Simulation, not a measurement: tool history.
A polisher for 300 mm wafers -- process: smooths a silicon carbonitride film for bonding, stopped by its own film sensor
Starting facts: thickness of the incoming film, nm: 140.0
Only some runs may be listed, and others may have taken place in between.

run  hour  flow of slurry (ml/min)  pressure of the wafer on the pad (psi)  speed of the pad under the wafer (cm/s)  abrasive content of the slurry  target thickness at which the film sensor stops the polish (angstrom)  time until the film sensor stopped the polish (s)
  1     0                      285                                     1.3                                       72                               1                                                                   1310                                             86.851
  2   2.5                      285                                     1.3                                       72                               1                                                                   1310                                             85.967
  3  11.3                      285                                     1.3                                       72                             1.1                                                                   1310                                              82.18
  4  17.1                      255                                     1.3                                       72                             1.1                                                                   1310                                             80.113
  5    22                      300                                     1.3                                       72                             1.1                                                                   1310                                             80.748
  6  27.3                      300                                     1.2                                       68                             1.1                                                                   1310                                             89.221
  7  30.8                      300                                     1.1                                       64                             1.1                                                                   1310                                             101.53
  8    38                      300                                       1                                       60                             1.1                                                                   1310                                             111.42
  9  45.9                      300                                     0.9                                       56                             1.1                                                                   1310                                             124.14
 10  51.6                      300                                     0.9                                       56                             1.1                                                                   1310                                              130.7
 11  57.8                      300                                     0.9                                       54                             1.1                                                                   1310                                             129.46
 12  64.9                      300                                     0.9                                       52                             1.1                                                                   1310                                             133.18
 13  68.9                      300                                     0.9                                       50                             1.1                                                                   1310                                             136.99

Run 14 is up next; what results do you expect?
 14  72.7                      300                                     0.9                                       48                             1.1                                                                   1310                                                  ?

time until the film sensor stopped the polish (s): 142.66
